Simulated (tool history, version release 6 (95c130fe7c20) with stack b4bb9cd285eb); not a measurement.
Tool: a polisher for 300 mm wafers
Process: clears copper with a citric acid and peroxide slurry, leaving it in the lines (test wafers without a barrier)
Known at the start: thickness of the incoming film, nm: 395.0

run,hour,flow of slurry (ml/min),pressure of the wafer on the pad (kPa),speed of the pad under the wafer (cm/s),abrasive content of the slurry,overpolish time after the end point (s),time until the end point was called (s),dishing of a wide line in a test structure (angstrom)
1,0,135,20.7,114,1,28,126.1,545.79
2,5.3,135,22.1,114,1,31,116.66,614.94
3,12.1,135,22.1,114,1,36,117.58,648.76
4,13.7,135,22.8,114,1,40,115.81,747.02
5,16,135,23.4,114,1,41,108.6,770.67
# hour 23.6: head pressure recalibrated
6,23.6,135,23.4,114,0.8,41,131.81,683.42
7,25.3,135,24.8,116,0.8,43,121.31,755.64

Run 8 comes next. What will it give?
8,27.1,135,26.2,116,0.8,44,?,?

Run 8 gave time until the end point was called (s) 112.21, dishing of a wide line in a test structure (angstrom) 824.95.
